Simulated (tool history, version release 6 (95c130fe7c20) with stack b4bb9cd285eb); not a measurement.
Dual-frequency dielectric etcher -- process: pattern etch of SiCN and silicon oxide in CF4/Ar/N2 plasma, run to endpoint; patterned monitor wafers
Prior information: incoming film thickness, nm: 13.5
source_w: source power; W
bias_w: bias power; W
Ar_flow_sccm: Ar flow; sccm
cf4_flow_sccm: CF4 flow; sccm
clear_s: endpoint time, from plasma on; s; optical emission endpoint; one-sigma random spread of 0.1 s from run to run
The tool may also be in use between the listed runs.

run 1 hour=0.0 | source_w=540 bias_w=50 Ar_flow_sccm=89 cf4_flow_sccm=74 | clear_s=15.352
run 2 hour=8.9 | source_w=540 bias_w=56 Ar_flow_sccm=89 cf4_flow_sccm=74 | clear_s=14.286
run 3 hour=13.0 | source_w=540 bias_w=56 Ar_flow_sccm=89 cf4_flow_sccm=81 | clear_s=14.407
run 4 hour=17.7 | source_w=560 bias_w=56 Ar_flow_sccm=89 cf4_flow_sccm=81 | clear_s=14.062
run 5 hour=21.8 | source_w=560 bias_w=48 Ar_flow_sccm=89 cf4_flow_sccm=81 | clear_s=15.056
run 6 hour=29.4 | source_w=560 bias_w=48 Ar_flow_sccm=75 cf4_flow_sccm=81 | clear_s=14.655

The next listed run, before its measurement:
run 7 hour=31.6 | source_w=590 bias_w=48 Ar_flow_sccm=75 cf4_flow_sccm=81 | clear_s=?

{"run 7": {"clear_s": 14.027}}

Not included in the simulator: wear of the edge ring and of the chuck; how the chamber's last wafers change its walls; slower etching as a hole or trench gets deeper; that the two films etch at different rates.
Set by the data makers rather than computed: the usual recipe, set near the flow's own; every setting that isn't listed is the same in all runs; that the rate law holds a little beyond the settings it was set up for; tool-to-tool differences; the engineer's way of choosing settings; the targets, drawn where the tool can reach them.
